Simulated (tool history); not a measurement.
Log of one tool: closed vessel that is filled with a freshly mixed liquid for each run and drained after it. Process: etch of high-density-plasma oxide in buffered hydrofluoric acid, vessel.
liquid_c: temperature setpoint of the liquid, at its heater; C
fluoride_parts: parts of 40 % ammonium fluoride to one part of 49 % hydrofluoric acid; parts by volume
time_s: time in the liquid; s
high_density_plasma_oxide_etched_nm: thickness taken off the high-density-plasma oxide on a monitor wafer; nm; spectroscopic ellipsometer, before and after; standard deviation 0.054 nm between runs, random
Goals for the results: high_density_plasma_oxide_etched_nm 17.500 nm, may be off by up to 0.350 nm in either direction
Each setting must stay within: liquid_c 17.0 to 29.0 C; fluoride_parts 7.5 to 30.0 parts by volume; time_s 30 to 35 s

run  hour  liquid_c  fluoride_parts  time_s  high_density_plasma_oxide_etched_nm
  1   0.0      21.0            22.0      35                               21.271
  2   7.6      19.0            22.0      35                               18.924
  3  13.9      18.5            22.0      35                               18.410
  4  19.5      18.5            22.0      30                               15.785
  5  26.0      22.0            22.0      30                               19.226
  6  29.2      22.0            22.0      35                               22.452
  7  35.6      21.0            22.0      35                               21.245
  8  44.7      20.0            22.0      35                               20.125
  9  51.8      19.5            22.0      35                               19.436
 10  59.8      19.0            22.0      35                               18.959
 11  67.1      18.5            22.0      35                               18.443
 12  75.2      18.0            22.0      35                               17.961

Exactly one of the 4 candidate moves below puts every result within its allowed miss. Which one?
  A  83.3      18.5            24.0      35                                    ?
  B  83.3      17.5            23.0      35                                    ?
  C  83.3      17.5            20.5      35                                    ?
  D  83.3      18.5            21.5      35                                    ?

move  high_density_plasma_oxide_etched_nm
   A                               17.328
   B                               16.857
   C                               18.253
   D                               18.697
A: each result inside its tolerance
B: takes the result that was furthest off past its target
C: further off than the last run
D: further off than the last run
Go with A: it meets all targets.
